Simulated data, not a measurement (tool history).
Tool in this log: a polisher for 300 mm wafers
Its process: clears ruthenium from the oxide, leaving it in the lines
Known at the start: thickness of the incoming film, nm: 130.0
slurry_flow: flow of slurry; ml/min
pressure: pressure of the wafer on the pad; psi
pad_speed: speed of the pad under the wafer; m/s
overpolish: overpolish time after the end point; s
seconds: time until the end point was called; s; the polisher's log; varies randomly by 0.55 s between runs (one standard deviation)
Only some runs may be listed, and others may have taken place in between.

run 1 hour=0.0 | slurry_flow=315 pressure=2.6 pad_speed=1.00 overpolish=40 | seconds=72.676
run 2 hour=2.6 | slurry_flow=315 pressure=2.6 pad_speed=0.86 overpolish=40 | seconds=84.668
run 3 hour=7.4 | slurry_flow=315 pressure=2.6 pad_speed=0.86 overpolish=43 | seconds=85.131
run 4 hour=10.1 | slurry_flow=315 pressure=2.6 pad_speed=0.70 overpolish=43 | seconds=103.740
run 5 hour=12.1 | slurry_flow=315 pressure=2.9 pad_speed=0.70 overpolish=43 | seconds=93.730
run 6 hour=16.4 | slurry_flow=315 pressure=2.9 pad_speed=0.48 overpolish=43 | seconds=132.730

Run 7 has not been measured yet. What should we expect?
run 7 hour=23.7 | slurry_flow=315 pressure=3.1 pad_speed=0.56 overpolish=43 | seconds=?

seconds: 108.070 s

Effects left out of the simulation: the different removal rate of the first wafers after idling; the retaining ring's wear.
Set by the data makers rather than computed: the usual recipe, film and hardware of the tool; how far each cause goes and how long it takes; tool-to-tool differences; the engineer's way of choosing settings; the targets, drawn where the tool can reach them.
